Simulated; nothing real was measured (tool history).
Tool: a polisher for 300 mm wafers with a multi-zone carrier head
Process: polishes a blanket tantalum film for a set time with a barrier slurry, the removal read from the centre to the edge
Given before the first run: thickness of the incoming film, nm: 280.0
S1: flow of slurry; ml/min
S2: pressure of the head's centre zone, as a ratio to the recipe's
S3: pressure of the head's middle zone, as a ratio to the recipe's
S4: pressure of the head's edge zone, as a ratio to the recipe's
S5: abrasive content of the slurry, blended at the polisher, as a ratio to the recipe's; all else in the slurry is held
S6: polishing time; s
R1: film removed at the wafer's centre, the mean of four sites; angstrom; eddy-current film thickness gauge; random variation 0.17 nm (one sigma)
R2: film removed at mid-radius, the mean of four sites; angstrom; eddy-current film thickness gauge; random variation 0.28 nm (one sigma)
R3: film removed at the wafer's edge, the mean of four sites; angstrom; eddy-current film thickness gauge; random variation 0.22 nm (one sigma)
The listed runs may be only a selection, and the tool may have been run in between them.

run	day	S1	S2	S3	S4	S5	S6	R1	R2	R3
1	0	300	1	1	1	1	38	379.74	371.37	377.94
2	0.242	300	1	1	1	1	32	324	329.39	317.94
3	0.617	290	0.97	0.95	0.98	0.85	31	282.89	281.32	285.34
4	0.871	290	0.97	0.95	1.06	0.85	31	282.44	276.86	302.23
5	1.033	285	0.94	0.92	1.01	0.75	31	259.8	249.59	279.21
6	1.317	285	0.94	1	1.01	0.75	31	257.51	273.13	276.57
7	1.525	280	0.91	0.97	0.97	0.7	31	242.28	247.58	256.42
8	1.821	270	0.89	0.96	0.95	0.7	31	239.44	251.48	253.99
9	2.175	270	0.87	0.94	0.94	0.65	31	227.39	241.7	247.66
10	2.367	255	0.84	0.85	0.84	0.6	31	207.85	208.3	219.37

For run 11, what comes out?
11	2.417	260	0.84	0.86	0.85	0.6	31	?	?	?

{"run 11": {"R1": 205.02, "R2": 210.9, "R3": 222.07}}

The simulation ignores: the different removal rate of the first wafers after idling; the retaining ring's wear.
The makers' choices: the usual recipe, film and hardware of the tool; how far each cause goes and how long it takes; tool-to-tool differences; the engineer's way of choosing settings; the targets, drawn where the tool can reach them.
